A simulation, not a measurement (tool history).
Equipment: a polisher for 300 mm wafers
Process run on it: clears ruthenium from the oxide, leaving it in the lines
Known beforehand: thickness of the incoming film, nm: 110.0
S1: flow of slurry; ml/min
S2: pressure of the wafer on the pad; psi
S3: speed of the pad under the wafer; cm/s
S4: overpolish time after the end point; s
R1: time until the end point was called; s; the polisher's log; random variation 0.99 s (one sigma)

Run 1, hour 0: S1 290 ml/min, S2 1.9 psi, S3 124 cm/s, S4 14 s. Result: R1 84.248 s.
Run 2, hour 2.4: S1 290 ml/min, S2 1.9 psi, S3 124 cm/s, S4 11 s. Result: R1 84.575 s.
Run 3, hour 8.2: S1 290 ml/min, S2 1.9 psi, S3 124 cm/s, S4 11 s. Result: R1 86.057 s.
Run 4, hour 10.7: S1 290 ml/min, S2 1.9 psi, S3 124 cm/s, S4 14 s. Result: R1 85.192 s.
Run 5, hour 17.9: S1 290 ml/min, S2 2.1 psi, S3 126 cm/s, S4 14 s. Result: R1 78.384 s.
Run 6, hour 20.8: S1 355 ml/min, S2 2.1 psi, S3 126 cm/s, S4 14 s. Result: R1 79.075 s.
Run 7, hour 23.6: S1 355 ml/min, S2 2.1 psi, S3 126 cm/s, S4 14 s. Result: R1 74.08 s.

Estimate the outcome of run 8 from the log above:
Run 8, hour 29.9: S1 355 ml/min, S2 2.2 psi, S3 128 cm/s, S4 14 s. Result: R1 ?.

R1: 71.838 s

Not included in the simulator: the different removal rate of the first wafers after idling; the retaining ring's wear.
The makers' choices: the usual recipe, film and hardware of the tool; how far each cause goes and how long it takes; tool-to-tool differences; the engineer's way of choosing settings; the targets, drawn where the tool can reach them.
